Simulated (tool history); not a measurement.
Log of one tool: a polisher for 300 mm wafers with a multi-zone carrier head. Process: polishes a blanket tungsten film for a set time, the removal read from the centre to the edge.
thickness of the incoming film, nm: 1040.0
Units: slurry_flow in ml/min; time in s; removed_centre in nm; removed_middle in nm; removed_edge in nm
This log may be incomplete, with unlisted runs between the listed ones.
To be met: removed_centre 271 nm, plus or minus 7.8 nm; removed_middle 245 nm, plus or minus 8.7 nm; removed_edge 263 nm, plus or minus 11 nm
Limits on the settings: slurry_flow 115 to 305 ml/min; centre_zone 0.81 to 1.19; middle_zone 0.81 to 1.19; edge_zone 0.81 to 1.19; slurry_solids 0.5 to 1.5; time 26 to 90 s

run,hour,slurry_flow,centre_zone,middle_zone,edge_zone,slurry_solids,time,removed_centre,removed_middle,removed_edge
1,0,195,1,1,1,1,58,196.39,194.63,193.43
2,2.6,195,1,1,1,1.15,58,197.06,202.57,200.1
3,6.8,195,0.97,1,1,1.15,58,195.82,198.07,197.48
4,13.2,170,0.97,1,1,1.15,58,190.15,194.87,190.76
5,15.1,170,0.97,1,1,1.15,64,209.56,214.3,211.14
6,18.3,170,0.97,1,1,1.15,77,249.68,258.57,258.29
7,22.2,170,0.98,0.99,1,1.15,77,253.77,257.61,261.81
8,26.1,170,0.99,0.98,0.99,1.15,77,252.96,258.74,250.92
9,27.7,175,1,0.96,1,1.15,77,259.39,254.08,259
10,33.1,175,1.01,0.95,1,1.15,77,260.61,253.13,258.9

Consider the 5 candidate settings below. Which is the only one whose results all fall within their allowed miss of target?
A,38.5,255,0.96,0.92,1.08,1.15,71,?,?,?
B,38.5,140,0.97,0.99,0.94,1.15,86,?,?,?
C,38.5,180,1.04,0.96,0.84,1.1,79,?,?,?
D,38.5,195,1,0.89,0.99,1,80,?,?,?
E,38.5,150,0.95,0.93,1,1.15,81,?,?,?

move,removed_centre,removed_middle,removed_edge
A,243.57,239.36,254.11
B,265.43,277.62,266.39
C,275.24,259.84,239.59
D,267.32,246.54,260.17
E,249.19,252.42,261.59
A: lands further from the targets than the last run did
B: brings the result that was furthest off to its target, and leaves another outside
C: brings the result that was furthest off to its target, and leaves another outside
D: every result within its allowed miss
E: lands further from the targets than the last run did
Move D is the one to make.

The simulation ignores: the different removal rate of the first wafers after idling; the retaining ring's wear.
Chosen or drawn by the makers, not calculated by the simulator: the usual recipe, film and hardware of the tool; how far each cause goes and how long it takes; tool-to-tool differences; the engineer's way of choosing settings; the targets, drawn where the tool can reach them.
